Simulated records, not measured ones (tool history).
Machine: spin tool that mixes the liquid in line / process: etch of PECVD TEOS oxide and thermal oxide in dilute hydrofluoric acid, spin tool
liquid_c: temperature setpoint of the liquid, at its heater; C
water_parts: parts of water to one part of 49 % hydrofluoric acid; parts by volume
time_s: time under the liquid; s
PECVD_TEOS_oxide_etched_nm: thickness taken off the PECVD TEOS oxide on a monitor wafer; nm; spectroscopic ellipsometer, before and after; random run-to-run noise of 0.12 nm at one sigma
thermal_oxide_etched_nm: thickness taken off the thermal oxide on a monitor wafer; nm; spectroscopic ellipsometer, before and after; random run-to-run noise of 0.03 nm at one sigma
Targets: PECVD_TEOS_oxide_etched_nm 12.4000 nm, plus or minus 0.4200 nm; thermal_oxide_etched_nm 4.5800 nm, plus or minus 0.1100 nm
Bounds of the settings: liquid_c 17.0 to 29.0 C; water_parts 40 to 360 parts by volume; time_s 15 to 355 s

run	hour	liquid_c	water_parts	time_s	PECVD_TEOS_oxide_etched_nm	thermal_oxide_etched_nm
1	0.0	21.0	200	180	9.6575	3.6342
2	2.0	21.0	250	180	7.4940	2.7243
3	9.3	21.0	250	210	8.6897	3.1887
4	11.3	24.0	250	210	9.6463	3.5639
5	15.6	25.5	245	210	10.4850	3.8959
6	19.2	26.5	245	210	10.8380	4.0100
7	27.1	26.5	245	210	10.8960	4.0360
8	36.0	27.0	245	210	10.9060	4.0949

Exactly one of the 5 candidate moves below puts every result within its allowed miss. Which one?
A	44.9	29.0	205	175	?	?
B	44.9	25.5	275	240	?	?
C	44.9	25.5	285	320	?	?
D	44.9	29.0	225	210	?	?
E	44.9	25.0	260	205	?	?

move	PECVD_TEOS_oxide_etched_nm	thermal_oxide_etched_nm
A	12.2620	4.5808
B	10.2750	3.8384
C	13.0850	4.8880
D	13.0940	4.8915
E	9.2644	3.4609
A: all results land within tolerance of their targets
B: its largest miss is bigger than the last run's
C: moves the result that the last run missed by most past its target, out the other side
D: moves the result that the last run missed by most past its target, out the other side
E: its largest miss is bigger than the last run's
The right move is A.
